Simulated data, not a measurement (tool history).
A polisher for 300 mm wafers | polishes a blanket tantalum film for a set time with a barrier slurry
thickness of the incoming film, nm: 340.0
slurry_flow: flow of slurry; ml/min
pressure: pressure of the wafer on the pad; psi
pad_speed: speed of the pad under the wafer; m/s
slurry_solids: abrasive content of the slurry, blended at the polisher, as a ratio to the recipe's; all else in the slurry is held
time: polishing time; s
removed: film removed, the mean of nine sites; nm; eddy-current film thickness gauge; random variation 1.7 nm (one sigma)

{"run": 1, "hour": 0.0, "slurry_flow": 190, "pressure": 1.9, "pad_speed": 1.04, "slurry_solids": 1, "time": 101, "removed": 174.3}
{"run": 2, "hour": 0.7, "slurry_flow": 195, "pressure": 2, "pad_speed": 1.04, "slurry_solids": 1, "time": 101, "removed": 180.25}
{"run": 3, "hour": 4.1, "slurry_flow": 195, "pressure": 2.1, "pad_speed": 1.04, "slurry_solids": 1, "time": 101, "removed": 186.3}
{"run": 4, "hour": 10.7, "slurry_flow": 195, "pressure": 2.2, "pad_speed": 1.04, "slurry_solids": 1, "time": 101, "removed": 188.83}
{"run": 5, "hour": 18.4, "slurry_flow": 165, "pressure": 2.2, "pad_speed": 1.04, "slurry_solids": 1, "time": 101, "removed": 183.22}
{"run": 6, "hour": 22.3, "slurry_flow": 165, "pressure": 2.2, "pad_speed": 0.8, "slurry_solids": 1, "time": 101, "removed": 148.25}
{"run": 7, "hour": 29.0, "slurry_flow": 190, "pressure": 2.4, "pad_speed": 0.8, "slurry_solids": 1, "time": 101, "removed": 161.78}
{"run": 8, "hour": 33.8, "slurry_flow": 205, "pressure": 2.5, "pad_speed": 0.8, "slurry_solids": 1, "time": 101, "removed": 168.44}
{"run": 9, "hour": 37.0, "slurry_flow": 210, "pressure": 2.6, "pad_speed": 0.8, "slurry_solids": 1, "time": 101, "removed": 173.91}

Run 10 comes next. What will it give?
{"run": 10, "hour": 42.0, "slurry_flow": 215, "pressure": 2.7, "pad_speed": 0.8, "slurry_solids": 1, "time": 101, "removed": "?"}

{"run 10": {"removed": 177.89}}

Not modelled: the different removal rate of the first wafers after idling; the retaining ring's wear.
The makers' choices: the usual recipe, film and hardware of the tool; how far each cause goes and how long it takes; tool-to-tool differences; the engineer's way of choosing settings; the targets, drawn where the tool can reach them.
